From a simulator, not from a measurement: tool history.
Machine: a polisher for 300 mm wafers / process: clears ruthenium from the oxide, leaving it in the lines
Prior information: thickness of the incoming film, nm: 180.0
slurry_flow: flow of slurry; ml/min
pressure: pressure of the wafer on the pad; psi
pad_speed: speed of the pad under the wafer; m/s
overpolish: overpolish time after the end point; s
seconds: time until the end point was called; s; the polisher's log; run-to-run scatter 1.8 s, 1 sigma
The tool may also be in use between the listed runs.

run 1 hour=0.0 | slurry_flow=170 pressure=2.2 pad_speed=0.86 overpolish=7 | seconds=194.11
run 2 hour=2.7 | slurry_flow=140 pressure=2.2 pad_speed=0.86 overpolish=7 | seconds=207.86
run 3 hour=10.3 | slurry_flow=140 pressure=1.8 pad_speed=0.86 overpolish=7 | seconds=248.87
run 4 hour=16.8 | slurry_flow=115 pressure=1.8 pad_speed=0.86 overpolish=7 | seconds=269.74
run 5 hour=21.7 | slurry_flow=125 pressure=1.8 pad_speed=0.86 overpolish=7 | seconds=260.70
run 6 hour=28.8 | slurry_flow=125 pressure=1.8 pad_speed=1.04 overpolish=7 | seconds=230.41
run 7 hour=34.4 | slurry_flow=130 pressure=1.8 pad_speed=1.04 overpolish=7 | seconds=227.09

What will run 8 give?
run 8 hour=35.5 | slurry_flow=145 pressure=1.9 pad_speed=1.04 overpolish=7 | seconds=?

seconds: 209.95 s
